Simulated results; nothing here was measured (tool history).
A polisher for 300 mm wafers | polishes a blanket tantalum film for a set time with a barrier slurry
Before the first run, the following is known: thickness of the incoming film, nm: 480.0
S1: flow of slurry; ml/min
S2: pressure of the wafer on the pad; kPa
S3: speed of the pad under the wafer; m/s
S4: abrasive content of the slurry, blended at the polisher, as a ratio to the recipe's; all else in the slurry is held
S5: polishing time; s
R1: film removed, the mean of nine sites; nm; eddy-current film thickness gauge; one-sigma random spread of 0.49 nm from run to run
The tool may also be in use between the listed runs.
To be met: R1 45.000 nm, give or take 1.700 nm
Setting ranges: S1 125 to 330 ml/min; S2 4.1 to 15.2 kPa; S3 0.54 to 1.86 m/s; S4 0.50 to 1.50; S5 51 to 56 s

| run | hour | S1 | S2 | S3 | S4 | S5 | R1 |
|---|---|---|---|---|---|---|---|
| 1 | 0.0 | 210 | 9.7 | 1.18 | 1.00 | 56 | 84.230 |
| 2 | 6.3 | 180 | 9.7 | 1.18 | 1.00 | 56 | 80.492 |
| 3 | 12.4 | 180 | 9.7 | 1.18 | 1.15 | 56 | 85.744 |
| 4 | 16.1 | 180 | 9.0 | 1.18 | 1.15 | 56 | 80.811 |
| 5 | 18.0 | 180 | 11.0 | 1.18 | 1.15 | 56 | 93.896 |
| 6 | 25.2 | 180 | 12.4 | 1.18 | 1.15 | 56 | 101.430 |
| 7 | 30.5 | 180 | 11.7 | 1.14 | 1.15 | 56 | 94.159 |
| 8 | 33.2 | 180 | 11.7 | 1.14 | 1.15 | 56 | 95.218 |
| 9 | 37.2 | 180 | 11.7 | 1.14 | 1.15 | 56 | 94.023 |
| 10 | 44.8 | 180 | 11.0 | 1.12 | 1.15 | 56 | 90.148 |

Pick the move, out of 5, that brings all results within their allowed miss; only one does.
| A | 52.4 | 130 | 7.6 | 0.92 | 1.00 | 51 | ? |
| B | 52.4 | 165 | 10.3 | 0.66 | 1.45 | 51 | ? |
| C | 52.4 | 135 | 8.3 | 0.62 | 0.80 | 51 | ? |
| D | 52.4 | 135 | 7.6 | 0.90 | 1.10 | 51 | ? |
| E | 52.4 | 160 | 8.3 | 0.84 | 0.85 | 51 | ? |

| move | R1 |
|---|---|
| A | 47.924 |
| B | 48.425 |
| C | 32.404 |
| D | 48.460 |
| E | 45.061 |
A: nearer the targets than the last run, but a result is still out of spec
B: nearer the targets than the last run, but a result is still out of spec
C: pushes the last run's worst result past its target
D: nearer the targets than the last run, but a result is still out of spec
E: meets every target
The move that meets every target is E.

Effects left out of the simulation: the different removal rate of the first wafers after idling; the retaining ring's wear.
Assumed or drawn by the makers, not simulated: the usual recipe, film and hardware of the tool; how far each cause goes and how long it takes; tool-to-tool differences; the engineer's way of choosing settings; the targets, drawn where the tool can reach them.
